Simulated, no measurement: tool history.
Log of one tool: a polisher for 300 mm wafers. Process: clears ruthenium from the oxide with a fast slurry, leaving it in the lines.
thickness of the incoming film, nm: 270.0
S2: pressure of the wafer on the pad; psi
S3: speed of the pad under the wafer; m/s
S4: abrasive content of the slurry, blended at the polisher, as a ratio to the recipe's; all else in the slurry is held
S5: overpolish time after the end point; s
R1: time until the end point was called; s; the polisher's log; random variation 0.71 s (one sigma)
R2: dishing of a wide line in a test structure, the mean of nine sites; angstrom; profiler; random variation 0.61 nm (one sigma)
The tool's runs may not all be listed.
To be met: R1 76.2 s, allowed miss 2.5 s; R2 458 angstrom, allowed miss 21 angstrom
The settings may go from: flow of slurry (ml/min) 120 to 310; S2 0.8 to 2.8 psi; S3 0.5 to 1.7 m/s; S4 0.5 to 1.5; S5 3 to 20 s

run 1 hour=0 | flow_of_slurry_(ml/min)=200 S2=1.8 S3=1.1 S4=1 S5=10 | R1=92.181 R2=303.07
run 2 hour=2.8 | flow_of_slurry_(ml/min)=200 S2=1.8 S3=1.1 S4=0.85 S5=10 | R1=101.64 R2=271.99
run 3 hour=6.6 | flow_of_slurry_(ml/min)=200 S2=1.9 S3=1.1 S4=0.85 S5=11 | R1=97.103 R2=316.93
run 4 hour=8.1 | flow_of_slurry_(ml/min)=200 S2=1.9 S3=1.1 S4=1.05 S5=11 | R1=86.591 R2=360.7
run 5 hour=15.2 | flow_of_slurry_(ml/min)=200 S2=1.9 S3=1.1 S4=0.95 S5=11 | R1=90.323 R2=326.89
run 6 hour=19.6 | flow_of_slurry_(ml/min)=200 S2=2 S3=1.1 S4=0.95 S5=12 | R1=87.682 R2=373.36
run 7 hour=24.1 | flow_of_slurry_(ml/min)=205 S2=2.1 S3=1.1 S4=0.95 S5=12 | R1=82.234 R2=391.61
run 8 hour=26 | flow_of_slurry_(ml/min)=210 S2=2.1 S3=1.1 S4=0.95 S5=12 | R1=82.249 R2=384.8
run 9 hour=33.6 | flow_of_slurry_(ml/min)=205 S2=2.1 S3=1.1 S4=0.95 S5=12 | R1=82.038 R2=401.05

Which of these 4 next moves meets every target?
run A hour=41.2 | flow_of_slurry_(ml/min)=190 S2=2.8 S3=0.88 S4=1.15 S5=13 | R1=? R2=?
run B hour=41.2 | flow_of_slurry_(ml/min)=240 S2=1.9 S3=1.12 S4=1.1 S5=16 | R1=? R2=?
run C hour=41.2 | flow_of_slurry_(ml/min)=190 S2=2.4 S3=1.18 S4=0.9 S5=11 | R1=? R2=?
run D hour=41.2 | flow_of_slurry_(ml/min)=215 S2=2 S3=1.22 S4=1 S5=13 | R1=? R2=?

move=A R1=68.937 R2=492.03
move=B R1=80.605 R2=515.31
move=C R1=71.063 R2=410.9
move=D R1=76.016 R2=450.22
A: takes the result that was furthest off past its target
B: takes the result that was furthest off past its target
C: nearer than the last run, and not there yet
D: meets every target
Move D is the one to make.
